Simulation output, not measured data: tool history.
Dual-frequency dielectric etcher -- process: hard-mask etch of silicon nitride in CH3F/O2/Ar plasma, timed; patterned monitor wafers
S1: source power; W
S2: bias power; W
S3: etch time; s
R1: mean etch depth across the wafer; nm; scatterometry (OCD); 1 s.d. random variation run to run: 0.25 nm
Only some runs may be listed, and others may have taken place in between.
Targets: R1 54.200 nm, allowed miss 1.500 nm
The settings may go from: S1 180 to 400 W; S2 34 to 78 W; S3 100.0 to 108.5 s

run,hour,S1,S2,S3,R1
1,0.0,290,56,108.5,60.658
2,0.7,290,48,108.5,59.326
3,7.5,290,48,108.5,59.354
4,11.4,280,48,108.0,57.716
5,12.0,280,53,108.0,59.192
6,13.8,310,53,108.0,62.223
7,17.7,300,52,108.0,60.775
8,23.6,290,52,108.0,59.817
9,31.3,280,52,108.0,59.374
10,39.5,220,46,106.5,50.809

4 next moves are on the table. One of them brings every result within its allowed miss. Which?
A,47.7,240,40,102.5,?
B,47.7,240,43,103.5,?
C,47.7,250,40,108.5,?
D,47.7,210,46,107.5,?

move,R1
A,50.168
B,51.298
C,54.093
D,50.756
A: the biggest miss grows against the last run
B: nearer the targets than the last run, but a result is still out of spec
C: meets every target
D: no better and no worse than the last run
C is the move that brings every result within its allowed miss.

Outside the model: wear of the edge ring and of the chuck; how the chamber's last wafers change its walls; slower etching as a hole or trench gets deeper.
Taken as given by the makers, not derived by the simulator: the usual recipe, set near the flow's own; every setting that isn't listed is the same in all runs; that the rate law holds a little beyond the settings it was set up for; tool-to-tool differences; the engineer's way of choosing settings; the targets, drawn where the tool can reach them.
